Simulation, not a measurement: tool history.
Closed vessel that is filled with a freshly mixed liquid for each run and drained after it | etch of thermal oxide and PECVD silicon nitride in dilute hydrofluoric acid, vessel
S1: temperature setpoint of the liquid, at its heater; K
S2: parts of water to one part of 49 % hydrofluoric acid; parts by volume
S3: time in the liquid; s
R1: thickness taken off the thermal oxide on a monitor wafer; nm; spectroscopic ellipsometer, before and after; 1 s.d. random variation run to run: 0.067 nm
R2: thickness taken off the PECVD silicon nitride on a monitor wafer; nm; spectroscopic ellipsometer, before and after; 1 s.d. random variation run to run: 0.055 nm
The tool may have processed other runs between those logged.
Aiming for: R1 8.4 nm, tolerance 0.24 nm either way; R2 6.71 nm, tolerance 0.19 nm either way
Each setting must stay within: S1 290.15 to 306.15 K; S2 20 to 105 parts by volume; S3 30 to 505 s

| run | day | S1 | S2 | S3 | R1 | R2 |
|---|---|---|---|---|---|---|
| 1 | 0 | 298.15 | 55 | 255 | 21.163 | 16.546 |
| 2 | 0.346 | 296.15 | 55 | 255 | 19.405 | 14.68 |
| 3 | 0.396 | 296.15 | 55 | 185 | 14.021 | 10.517 |
| 4 | 0.608 | 296.15 | 65 | 190 | 12.202 | 9.3364 |
| 5 | 0.671 | 299.65 | 65 | 190 | 13.979 | 11.803 |
| 6 | 0.788 | 298.65 | 70 | 195 | 12.688 | 10.289 |
|  | 1.079 | thermometer replaced |
| 7 | 1.079 | 298.15 | 75 | 195 | 12.094 | 10.531 |
| 8 | 1.425 | 296.15 | 80 | 195 | 10.372 | 8.5555 |
| 9 | 1.621 | 295.15 | 85 | 200 | 9.6123 | 7.7771 |
| 10 | 1.921 | 294.65 | 85 | 200 | 9.5033 | 7.5638 |
| 11 | 2.2 | 294.65 | 85 | 200 | 9.5845 | 7.5382 |
| 12 | 2.254 | 294.65 | 90 | 200 | 8.9306 | 7.1422 |
| 13 | 2.504 | 294.15 | 95 | 200 | 8.3141 | 6.4426 |

5 candidate next runs follow, results not yet known. Just one meets every target within its allowed miss. Identify it.
| A | 2.754 | 290.65 | 65 | 165 | ? | ? |
| B | 2.754 | 294.15 | 100 | 215 | ? | ? |
| C | 2.754 | 291.65 | 80 | 195 | ? | ? |
| D | 2.754 | 290.15 | 100 | 245 | ? | ? |
| E | 2.754 | 292.65 | 100 | 225 | ? | ? |

| move | R1 | R2 |
|---|---|---|
| A | 8.9332 | 6.1046 |
| B | 8.4199 | 6.6556 |
| C | 8.8027 | 6.3235 |
| D | 8.129 | 5.7634 |
| E | 8.2861 | 6.2903 |
A: lands further from the targets than the last run did
B: all results land within tolerance of their targets
C: lands further from the targets than the last run did
D: lands further from the targets than the last run did
E: lands further from the targets than the last run did
The move that meets every target is B.

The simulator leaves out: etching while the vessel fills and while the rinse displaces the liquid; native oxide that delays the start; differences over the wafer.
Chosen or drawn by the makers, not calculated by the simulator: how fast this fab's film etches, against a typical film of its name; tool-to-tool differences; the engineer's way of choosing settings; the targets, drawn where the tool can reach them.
